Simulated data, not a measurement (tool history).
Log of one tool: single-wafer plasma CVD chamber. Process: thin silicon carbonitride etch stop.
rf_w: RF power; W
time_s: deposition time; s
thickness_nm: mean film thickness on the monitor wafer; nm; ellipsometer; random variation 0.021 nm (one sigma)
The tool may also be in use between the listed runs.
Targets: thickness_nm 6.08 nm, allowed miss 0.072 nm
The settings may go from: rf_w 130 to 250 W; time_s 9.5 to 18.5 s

Run 1, hour 0: rf_w 190 W, time_s 14 s. Result: thickness_nm 7.8556 nm.
Run 2, hour 7.3: rf_w 190 W, time_s 13.2 s. Result: thickness_nm 7.4468 nm.
Run 3, hour 13.2: rf_w 180 W, time_s 12.9 s. Result: thickness_nm 7.1638 nm.
Run 4, hour 14.3: rf_w 170 W, time_s 12.7 s. Result: thickness_nm 7.0004 nm.
Run 5, hour 22.5: rf_w 195 W, time_s 12.7 s. Result: thickness_nm 7.1565 nm.
Run 6, hour 29.8: rf_w 195 W, time_s 14 s. Result: thickness_nm 7.8731 nm.
Run 7, hour 33.7: rf_w 185 W, time_s 13.5 s. Result: thickness_nm 7.5616 nm.
Run 8, hour 39.3: rf_w 180 W, time_s 13 s. Result: thickness_nm 7.1765 nm.
Run 9, hour 43.7: rf_w 175 W, time_s 12.7 s. Result: thickness_nm 7.047 nm.
Run 10, hour 51: rf_w 170 W, time_s 12.4 s. Result: thickness_nm 6.8416 nm.
Run 11, hour 59.4: rf_w 165 W, time_s 12.2 s. Result: thickness_nm 6.6966 nm.
Run 12, hour 61.5: rf_w 160 W, time_s 12 s. Result: thickness_nm 6.5524 nm.
Run 13, hour 69.4: rf_w 155 W, time_s 11.9 s. Result: thickness_nm 6.4651 nm.
Run 14, hour 72.8: rf_w 150 W, time_s 11.8 s. Result: thickness_nm 6.3794 nm.
Run 15, hour 75.9: rf_w 145 W, time_s 11.7 s. Result: thickness_nm 6.272 nm.
Run 16, hour 79.1: rf_w 140 W, time_s 11.6 s. Result: thickness_nm 6.2133 nm.

Which of these 5 next moves meets every target?
Run A, hour 82.3: rf_w 155 W, time_s 11.6 s. Result: thickness_nm ?.
Run B, hour 82.3: rf_w 170 W, time_s 11 s. Result: thickness_nm ?.
Run C, hour 82.3: rf_w 140 W, time_s 11.8 s. Result: thickness_nm ?.
Run D, hour 82.3: rf_w 130 W, time_s 11.8 s. Result: thickness_nm ?.
Run E, hour 82.3: rf_w 135 W, time_s 11.8 s. Result: thickness_nm ?.

move  thickness_nm
   A        6.3018
   B        6.0696
   C        6.3061
   D        6.2342
   E        6.2704
A: further off than the last run
B: meets every target
C: further off than the last run
D: further off than the last run
E: further off than the last run
Move B is the one to make.
